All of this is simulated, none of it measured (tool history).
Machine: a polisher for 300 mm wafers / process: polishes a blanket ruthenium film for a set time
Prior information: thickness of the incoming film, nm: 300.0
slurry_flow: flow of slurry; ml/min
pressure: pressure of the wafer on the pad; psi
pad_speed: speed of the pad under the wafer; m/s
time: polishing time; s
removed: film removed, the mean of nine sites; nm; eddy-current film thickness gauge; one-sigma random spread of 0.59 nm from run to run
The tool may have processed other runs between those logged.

run	day	slurry_flow	pressure	pad_speed	time	removed
1	0.000	300	2.4	0.86	41	53.570
2	0.225	300	2.7	0.86	41	59.571
3	0.462	245	2.7	0.86	41	57.620
4	0.658	245	2.7	0.86	41	57.505
5	1.021	195	2.7	0.86	41	56.144
6	1.142	230	2.9	0.86	41	62.191
7	1.362	275	3.4	0.86	41	73.506
8	1.654	280	3.4	0.86	41	74.381

Expected results for the next run?
9	1.833	285	3.4	0.86	41	?

removed: 73.183 nm
